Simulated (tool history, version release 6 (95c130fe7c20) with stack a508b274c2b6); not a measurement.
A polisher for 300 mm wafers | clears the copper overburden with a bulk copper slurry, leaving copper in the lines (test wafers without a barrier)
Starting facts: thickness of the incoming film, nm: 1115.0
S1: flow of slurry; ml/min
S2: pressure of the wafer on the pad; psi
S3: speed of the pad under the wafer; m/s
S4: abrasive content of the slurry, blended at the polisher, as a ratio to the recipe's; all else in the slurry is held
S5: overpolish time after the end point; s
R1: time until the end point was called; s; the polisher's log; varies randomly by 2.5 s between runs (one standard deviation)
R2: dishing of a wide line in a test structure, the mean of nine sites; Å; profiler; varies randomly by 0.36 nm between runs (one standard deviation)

run 1 hour=0 | S1=295 S2=2.3 S3=1.08 S4=1 S5=21 | R1=117.92 R2=197.83
run 2 hour=4.7 | S1=295 S2=2.3 S3=1.24 S4=1 S5=21 | R1=104.33 R2=183.06
run 3 hour=8.9 | S1=330 S2=2.3 S3=1.24 S4=1 S5=21 | R1=102.29 R2=182.92
run 4 hour=14.8 | S1=330 S2=2.3 S3=1.24 S4=1 S5=28 | R1=101.79 R2=185.26
run 5 hour=17.7 | S1=340 S2=2.1 S3=1.2 S4=0.95 S5=26 | R1=118.39 R2=186.36
run 6 hour=19.3 | S1=340 S2=2.1 S3=1.42 S4=0.95 S5=26 | R1=98.512 R2=184.7
run 7 hour=28.2 | S1=355 S2=1.9 S3=1.34 S4=0.95 S5=25 | R1=112.45 R2=186.03
run 8 hour=34.7 | S1=370 S2=1.8 S3=1.26 S4=0.95 S5=24 | R1=126.98 R2=194.3
run 9 hour=39 | S1=340 S2=1.7 S3=1.22 S4=0.9 S5=27 | R1=139.03 R2=185.14

For run 10, what comes out?
run 10 hour=42.7 | S1=335 S2=1.6 S3=1.18 S4=0.9 S5=27 | R1=? R2=?

For run 10 the tool returned R1 151.1 s, R2 185.86 Å.

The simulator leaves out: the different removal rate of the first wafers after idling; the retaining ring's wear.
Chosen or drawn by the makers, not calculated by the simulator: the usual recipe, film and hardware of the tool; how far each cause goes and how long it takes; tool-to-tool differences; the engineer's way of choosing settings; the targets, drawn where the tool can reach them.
